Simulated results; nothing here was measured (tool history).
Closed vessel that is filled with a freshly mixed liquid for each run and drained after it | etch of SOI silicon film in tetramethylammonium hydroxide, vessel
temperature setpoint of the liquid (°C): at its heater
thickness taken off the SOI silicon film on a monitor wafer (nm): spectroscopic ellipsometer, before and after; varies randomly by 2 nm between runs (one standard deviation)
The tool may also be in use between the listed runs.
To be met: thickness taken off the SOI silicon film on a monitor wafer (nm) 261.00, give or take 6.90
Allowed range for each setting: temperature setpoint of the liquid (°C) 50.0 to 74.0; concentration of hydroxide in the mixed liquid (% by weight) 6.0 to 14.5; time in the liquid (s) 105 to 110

run	hour	temperature setpoint of the liquid (°C)	concentration of hydroxide in the mixed liquid (% by weight)	time in the liquid (s)	thickness taken off the SOI silicon film on a monitor wafer (nm)
1	0.0	61.0	9.5	105	430.35
2	7.8	60.0	9.5	105	407.01
3	13.8	60.0	8.5	105	422.96
4	19.6	59.0	8.5	105	396.76
5	22.7	59.0	6.5	105	420.05
6	23.9	58.0	6.5	105	403.83
7	32.0	57.0	6.5	105	377.40
8	38.7	56.0	6.5	105	351.76
9	42.0	50.5	6.5	105	244.40

5 next moves are on the table. One of them brings every result within its allowed miss. Which?
A	45.3	52.0	9.0	110	?
B	45.3	51.0	6.0	110	?
C	45.3	51.5	6.0	110	?
D	45.3	51.5	8.5	105	?
E	45.3	50.0	7.0	110	?

move	thickness taken off the SOI silicon film on a monitor wafer (nm)
A	257.42
B	270.20
C	279.29
D	242.56
E	243.71
A: all results in spec
B: pushes the last run's worst result past its target
C: pushes the last run's worst result past its target
D: its largest miss is bigger than the last run's
E: about as far from the targets as the last run
Move A is the one to make.
